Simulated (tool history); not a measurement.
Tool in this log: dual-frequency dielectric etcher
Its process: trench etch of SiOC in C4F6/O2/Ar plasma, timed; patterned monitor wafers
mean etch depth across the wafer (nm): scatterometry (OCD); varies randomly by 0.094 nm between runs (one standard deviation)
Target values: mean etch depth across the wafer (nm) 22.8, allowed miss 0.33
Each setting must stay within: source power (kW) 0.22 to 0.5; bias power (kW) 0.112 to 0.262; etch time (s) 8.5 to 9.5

| run | hour | source power (kW) | bias power (kW) | etch time (s) | mean etch depth across the wafer (nm) |
|---|---|---|---|---|---|
| 1 | 0 | 0.36 | 0.187 | 9.5 | 19.339 |
| 2 | 8 | 0.39 | 0.191 | 9.5 | 20.471 |
| 3 | 10.2 | 0.41 | 0.192 | 9.5 | 20.747 |
| 4 | 11.2 | 0.41 | 0.192 | 8.5 | 18.465 |
| 5 | 13.6 | 0.43 | 0.209 | 8.5 | 19.738 |
| 6 | 14.5 | 0.45 | 0.221 | 8.5 | 20.617 |
| 7 | 19.5 | 0.46 | 0.229 | 8.5 | 21.237 |
| 8 | 20.7 | 0.47 | 0.234 | 8.5 | 21.693 |
| 9 | 26.5 | 0.48 | 0.237 | 8.5 | 21.94 |
| 10 | 33.3 | 0.48 | 0.24 | 8.5 | 22.086 |
| 11 | 41.8 | 0.48 | 0.242 | 8.5 | 22.055 |
| 12 | 43.6 | 0.48 | 0.244 | 8.5 | 22.132 |

Consider the 5 candidate settings below. Which is the only one whose results all fall within their allowed miss of target?
| A | 45.4 | 0.44 | 0.258 | 8.5 | ? |
| B | 45.4 | 0.48 | 0.242 | 8.5 | ? |
| C | 45.4 | 0.48 | 0.24 | 8.5 | ? |
| D | 45.4 | 0.47 | 0.231 | 9 | ? |
| E | 45.4 | 0.47 | 0.219 | 8.5 | ? |

| move | mean etch depth across the wafer (nm) |
|---|---|
| A | 21.686 |
| B | 21.917 |
| C | 21.838 |
| D | 22.536 |
| E | 20.798 |
A: moves away from the targets compared with the last run
B: moves away from the targets compared with the last run
C: moves away from the targets compared with the last run
D: meets every target
E: moves away from the targets compared with the last run
The right move is D.
